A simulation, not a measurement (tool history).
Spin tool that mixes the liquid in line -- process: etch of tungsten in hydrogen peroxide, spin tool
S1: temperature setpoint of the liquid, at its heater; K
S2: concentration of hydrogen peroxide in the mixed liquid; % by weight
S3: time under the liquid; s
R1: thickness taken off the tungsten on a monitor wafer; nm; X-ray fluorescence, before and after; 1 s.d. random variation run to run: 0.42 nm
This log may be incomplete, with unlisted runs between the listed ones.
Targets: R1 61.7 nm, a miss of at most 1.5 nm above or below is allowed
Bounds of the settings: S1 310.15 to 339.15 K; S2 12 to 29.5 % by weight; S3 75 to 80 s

run,day,S1,S2,S3,R1
1,0,326.15,20,75,92.53
2,0.271,330.15,20,75,119.19
3,0.429,330.15,16,75,106.88
4,0.45,330.15,16,75,106.05
5,0.662,327.65,16,75,91.272
6,1.033,327.65,16,80,96.858
7,1.254,325.65,16,80,86.973
8,1.362,324.15,16,80,79.076
9,1.517,319.15,16,80,58.236
10,1.579,319.65,16,80,59.783

Of the 5 settings listed for the next run, only one would bring every result within its allowed miss of target. Which one?
A,1.642,319.65,18,75,?
B,1.642,319.65,17,80,?
C,1.642,320.65,15,75,?
D,1.642,320.65,16.5,80,?
E,1.642,319.65,15.5,80,?

move,R1
A,59.884
B,62.076
C,58.178
D,65.086
E,59.274
A: an improvement on the last run, though not all results are within tolerance
B: every result lands within tolerance
C: further off than the last run
D: carries the result that was furthest off beyond its target, to the other side
E: further off than the last run
Go with B: it meets all targets.
